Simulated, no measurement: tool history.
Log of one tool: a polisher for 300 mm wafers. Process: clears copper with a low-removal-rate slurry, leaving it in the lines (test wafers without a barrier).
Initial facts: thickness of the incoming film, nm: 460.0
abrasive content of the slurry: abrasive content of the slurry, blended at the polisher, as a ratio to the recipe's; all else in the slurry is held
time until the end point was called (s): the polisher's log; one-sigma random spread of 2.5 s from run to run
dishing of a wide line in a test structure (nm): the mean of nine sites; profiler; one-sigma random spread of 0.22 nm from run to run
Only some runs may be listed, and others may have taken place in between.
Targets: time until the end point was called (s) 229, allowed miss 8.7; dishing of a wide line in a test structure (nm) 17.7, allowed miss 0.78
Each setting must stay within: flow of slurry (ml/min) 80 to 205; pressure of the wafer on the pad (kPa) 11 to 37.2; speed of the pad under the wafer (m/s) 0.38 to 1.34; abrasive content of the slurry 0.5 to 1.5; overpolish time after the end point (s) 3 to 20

| run | hour | flow of slurry (ml/min) | pressure of the wafer on the pad (kPa) | speed of the pad under the wafer (m/s) | abrasive content of the slurry | overpolish time after the end point (s) | time until the end point was called (s) | dishing of a wide line in a test structure (nm) |
|---|---|---|---|---|---|---|---|---|
| 1 | 0 | 135 | 24.1 | 0.86 | 1 | 10 | 169.75 | 24.099 |
| 2 | 3.8 | 130 | 22.1 | 0.86 | 1 | 10 | 189.12 | 22.146 |
| 3 | 7.2 | 125 | 20.7 | 0.86 | 1 | 10 | 198.3 | 20.33 |
| 4 | 9.6 | 115 | 20.7 | 0.86 | 1 | 10 | 201.1 | 19.727 |
| 5 | 14.3 | 115 | 20.7 | 0.86 | 1 | 6 | 200.17 | 12.346 |
| 6 | 17.6 | 115 | 20.7 | 0.86 | 1 | 3 | 201.51 | 6.2767 |
| 7 | 21.9 | 110 | 20 | 0.86 | 1 | 5 | 208.2 | 9.9569 |
| 8 | 25.2 | 100 | 19.3 | 0.86 | 1 | 6 | 223.3 | 11.226 |
| 9 | 28.5 | 95 | 19.3 | 0.86 | 1 | 7 | 220.84 | 12.895 |
| 10 | 36.3 | 90 | 17.9 | 0.86 | 1 | 11 | 245.82 | 18.522 |
| 11 | 37 | 95 | 17.9 | 0.86 | 1 | 11 | 241.43 | 18.864 |
| 12 | 38.5 | 100 | 17.9 | 0.86 | 1 | 11 | 244.06 | 18.289 |
| 13 | 41.2 | 105 | 17.9 | 0.86 | 1 | 11 | 235.76 | 18.809 |
| 14 | 42.5 | 110 | 17.9 | 0.86 | 1 | 11 | 232.52 | 18.688 |
| 15 | 51 | 115 | 17.9 | 0.86 | 1 | 11 | 231.42 | 19.387 |
| 16 | 58.6 | 120 | 17.9 | 0.86 | 1 | 11 | 230.56 | 19.275 |
| 17 | 60.7 | 125 | 17.9 | 0.86 | 1 | 11 | 230.09 | 19.964 |

Exercise: of the 5 proposed moves below, exactly one satisfies all targets within the stated allowed misses. Which move is it?
| A | 62.8 | 110 | 16.5 | 0.94 | 1 | 12 | ? | ? |
| B | 62.8 | 115 | 18.6 | 0.82 | 1 | 13 | ? | ? |
| C | 62.8 | 140 | 15.2 | 0.98 | 1.2 | 9 | ? | ? |
| D | 62.8 | 120 | 16.5 | 0.9 | 0.6 | 11 | ? | ? |
| E | 62.8 | 115 | 20.7 | 0.76 | 0.9 | 10 | ? | ? |

| move | time until the end point was called (s) | dishing of a wide line in a test structure (nm) |
|---|---|---|
| A | 234.6 | 20.577 |
| B | 234.46 | 22.249 |
| C | 228.3 | 16.075 |
| D | 253.71 | 17.62 |
| E | 229.54 | 17.777 |
A: the biggest miss grows against the last run
B: the biggest miss grows against the last run
C: takes the result that was furthest off past its target
D: gets the furthest-off result to its target, but another result is out of tolerance
E: hits every target within its allowed miss
Correct choice: E, which meets every target
